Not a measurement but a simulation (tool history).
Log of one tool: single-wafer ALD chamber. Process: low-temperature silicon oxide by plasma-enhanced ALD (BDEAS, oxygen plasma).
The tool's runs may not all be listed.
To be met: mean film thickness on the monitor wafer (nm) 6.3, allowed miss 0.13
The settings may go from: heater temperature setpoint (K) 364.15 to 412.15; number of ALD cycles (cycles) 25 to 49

run,day,heater temperature setpoint (K),number of ALD cycles (cycles),mean film thickness on the monitor wafer (nm)
1,0,388.15,37,4.9537
2,0.279,380.15,37,4.998
3,0.35,372.15,37,5.0786
4,0.517,368.15,37,5.1569
5,0.854,368.15,38,5.3081
6,1.029,364.15,38,5.3443
7,1.204,364.15,39,5.4814
8,1.254,364.15,40,5.6505
9,1.554,364.15,42,5.9111

5 next moves are on the table. One of them brings every result within its allowed miss. Which?
A,1.854,365.15,47,?
B,1.854,364.15,45,?
C,1.854,366.15,39,?
D,1.854,365.15,42,?
E,1.854,370.15,39,?

move,mean film thickness on the monitor wafer (nm)
A,6.5875
B,6.3267
C,5.4493
D,5.8867
E,5.3817
A: takes the result that was furthest off past its target
B: meets every target
C: further off than the last run
D: further off than the last run
E: further off than the last run
Answer: B
